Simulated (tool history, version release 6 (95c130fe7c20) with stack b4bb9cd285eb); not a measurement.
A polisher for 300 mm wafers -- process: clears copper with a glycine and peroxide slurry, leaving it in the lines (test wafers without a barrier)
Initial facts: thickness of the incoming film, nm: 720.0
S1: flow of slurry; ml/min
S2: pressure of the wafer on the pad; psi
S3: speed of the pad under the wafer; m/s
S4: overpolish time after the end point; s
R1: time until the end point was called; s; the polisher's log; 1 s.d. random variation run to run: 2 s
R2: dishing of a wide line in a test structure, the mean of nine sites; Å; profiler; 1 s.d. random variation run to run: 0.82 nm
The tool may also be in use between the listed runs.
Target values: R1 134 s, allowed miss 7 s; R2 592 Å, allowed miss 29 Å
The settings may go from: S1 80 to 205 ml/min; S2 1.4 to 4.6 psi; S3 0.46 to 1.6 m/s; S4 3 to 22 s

| run | hour | S1 | S2 | S3 | S4 | R1 | R2 |
|---|---|---|---|---|---|---|---|
| 1 | 0 | 135 | 3 | 1.02 | 11 | 144.63 | 377.02 |
| 2 | 3.5 | 135 | 3.4 | 1.02 | 11 | 131.78 | 422.41 |
| 3 | 5.7 | 135 | 3.4 | 1.02 | 9 | 132.17 | 353.88 |
| 4 | 7.4 | 130 | 3.4 | 1 | 10 | 138.1 | 382.15 |
| 5 | 11.9 | 125 | 3.5 | 0.98 | 11 | 134.73 | 408.83 |
| 6 | 20.8 | 125 | 3.5 | 0.84 | 11 | 150.43 | 389.02 |
| 7 | 26 | 125 | 3.6 | 0.82 | 12 | 142.98 | 409.42 |
| 8 | 30.5 | 115 | 3.4 | 0.96 | 18 | 146.06 | 584.82 |
| 9 | 32.8 | 120 | 3.4 | 0.96 | 18 | 144.23 | 593.21 |

Exactly one of the 5 candidate moves below puts every result within its allowed miss. Which one?
| A | 35.1 | 105 | 3.6 | 1.02 | 21 | ? | ? |
| B | 35.1 | 110 | 3.6 | 1 | 17 | ? | ? |
| C | 35.1 | 105 | 2.9 | 1.1 | 19 | ? | ? |
| D | 35.1 | 85 | 3.3 | 1 | 19 | ? | ? |
| E | 35.1 | 110 | 3.9 | 1.14 | 15 | ? | ? |

| move | R1 | R2 |
|---|---|---|
| A | 136.65 | 676.3 |
| B | 136.73 | 580.28 |
| C | 156.25 | 562.63 |
| D | 159.37 | 559.65 |
| E | 116.69 | 595.9 |
A: gets the furthest-off result to its target, but another result is out of tolerance
B: all results land within tolerance of their targets
C: the biggest miss grows against the last run
D: the biggest miss grows against the last run
E: the result that was furthest off in the last run now lies on the other side of its target
B is the move that brings every result within its allowed miss.

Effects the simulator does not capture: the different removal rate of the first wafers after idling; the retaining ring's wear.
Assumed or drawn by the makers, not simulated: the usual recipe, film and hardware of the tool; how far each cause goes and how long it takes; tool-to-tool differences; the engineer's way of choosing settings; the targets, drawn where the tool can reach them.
